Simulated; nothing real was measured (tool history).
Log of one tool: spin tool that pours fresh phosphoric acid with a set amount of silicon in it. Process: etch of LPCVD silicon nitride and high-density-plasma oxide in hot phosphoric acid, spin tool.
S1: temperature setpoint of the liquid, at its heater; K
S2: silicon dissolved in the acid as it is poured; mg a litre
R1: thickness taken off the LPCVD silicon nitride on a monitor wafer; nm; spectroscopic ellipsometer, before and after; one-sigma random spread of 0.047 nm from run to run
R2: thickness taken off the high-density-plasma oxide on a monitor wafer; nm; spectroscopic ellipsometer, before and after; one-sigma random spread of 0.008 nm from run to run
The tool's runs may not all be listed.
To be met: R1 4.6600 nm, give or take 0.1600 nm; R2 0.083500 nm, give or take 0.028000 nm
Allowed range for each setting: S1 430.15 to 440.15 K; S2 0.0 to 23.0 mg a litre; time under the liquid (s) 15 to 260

run 1 hour=0.0 | S1=435.15 S2=10.0 time_under_the_liquid_(s)=130 | R1=12.3160 R2=0.250190
run 2 hour=3.0 | S1=435.15 S2=7.5 time_under_the_liquid_(s)=130 | R1=12.1300 R2=0.270930
run 3 hour=9.7 | S1=436.65 S2=7.5 time_under_the_liquid_(s)=130 | R1=13.1200 R2=0.347080
run 4 hour=15.9 | S1=436.65 S2=7.5 time_under_the_liquid_(s)=160 | R1=16.0830 R2=0.417560
run 5 hour=23.2 | S1=436.65 S2=7.5 time_under_the_liquid_(s)=140 | R1=14.0360 R2=0.330130
run 6 hour=28.0 | S1=435.15 S2=7.5 time_under_the_liquid_(s)=140 | R1=13.2070 R2=0.340810
run 7 hour=34.0 | S1=434.15 S2=8.0 time_under_the_liquid_(s)=100 | R1=9.2333 R2=0.254960
run 8 hour=41.9 | S1=433.15 S2=11.5 time_under_the_liquid_(s)=75 | R1=6.6230 R2=0.143630
run 9 hour=48.7 | S1=433.15 S2=11.5 time_under_the_liquid_(s)=75 | R1=6.5805 R2=0.146200
run 10 hour=54.0 | S1=432.65 S2=13.0 time_under_the_liquid_(s)=70 | R1=6.0208 R2=0.109470
run 11 hour=57.7 | S1=432.15 S2=13.0 time_under_the_liquid_(s)=65 | R1=5.6338 R2=0.121750
run 12 hour=62.1 | S1=431.65 S2=14.5 time_under_the_liquid_(s)=65 | R1=5.3921 R2=0.108900
run 13 hour=68.9 | S1=430.15 S2=17.0 time_under_the_liquid_(s)=50 | R1=4.0530 R2=0.076312
run 14 hour=73.0 | S1=430.65 S2=17.0 time_under_the_liquid_(s)=50 | R1=4.0755 R2=0.065816
run 15 hour=73.7 | S1=431.15 S2=16.0 time_under_the_liquid_(s)=50 | R1=4.1581 R2=0.067482
run 16 hour=82.5 | S1=433.65 S2=13.5 time_under_the_liquid_(s)=55 | R1=4.9608 R2=0.097039
run 17 hour=83.1 | S1=433.65 S2=14.0 time_under_the_liquid_(s)=55 | R1=4.9880 R2=0.088791
run 18 hour=85.4 | S1=433.15 S2=14.5 time_under_the_liquid_(s)=55 | R1=4.9182 R2=0.094166
run 19 hour=89.4 | S1=433.15 S2=15.0 time_under_the_liquid_(s)=55 | R1=4.8496 R2=0.093233
run 20 hour=96.8 | S1=433.15 S2=15.5 time_under_the_liquid_(s)=55 | R1=4.8969 R2=0.092456

Consider the 5 candidate settings below. Which is the only one whose results all fall within their allowed miss of target?
run A hour=104.2 | S1=434.15 S2=19.5 time_under_the_liquid_(s)=55 | R1=? R2=?
run B hour=104.2 | S1=430.15 S2=8.5 time_under_the_liquid_(s)=65 | R1=? R2=?
run C hour=104.2 | S1=432.15 S2=16.5 time_under_the_liquid_(s)=55 | R1=? R2=?
run D hour=104.2 | S1=432.65 S2=23.0 time_under_the_liquid_(s)=60 | R1=? R2=?
run E hour=104.2 | S1=430.15 S2=20.5 time_under_the_liquid_(s)=65 | R1=? R2=?

move=A R1=5.0872 R2=0.074631
move=B R1=5.2530 R2=0.085778
move=C R1=4.7567 R2=0.069790
move=D R1=5.2773 R2=0.065677
move=E R1=5.2530 R2=0.063642
A: moves away from the targets compared with the last run
B: moves away from the targets compared with the last run
C: each result inside its tolerance
D: moves away from the targets compared with the last run
E: moves away from the targets compared with the last run
Answer: C
